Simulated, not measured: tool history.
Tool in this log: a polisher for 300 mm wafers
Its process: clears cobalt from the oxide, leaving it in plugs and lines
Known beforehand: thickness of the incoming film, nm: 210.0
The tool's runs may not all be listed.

| run | hour | flow of slurry (ml/min) | pressure of the wafer on the pad (psi) | speed of the pad under the wafer (cm/s) | overpolish time after the end point (s) | time until the end point was called (s) | dishing of a wide line in a test structure (nm) |
|---|---|---|---|---|---|---|---|
| 1 | 0 | 270 | 2 | 126 | 18 | 35.784 | 50.676 |
| 2 | 6.6 | 315 | 2 | 126 | 18 | 35.471 | 51.239 |
| 3 | 7.7 | 275 | 1.8 | 126 | 15 | 40.197 | 43.595 |
| 4 | 9 | 275 | 2 | 126 | 15 | 36.41 | 45.676 |
| 5 | 11.3 | 245 | 1.7 | 136 | 12 | 41.245 | 39.372 |
| 6 | 13.9 | 245 | 1.7 | 136 | 9 | 40.64 | 31.943 |

What does the tool deliver on the next run?
| 7 | 18.1 | 290 | 1.6 | 138 | 8 | ? | ? |

Run 7 came out at time until the end point was called (s) 40.949, dishing of a wide line in a test structure (nm) 28.56.
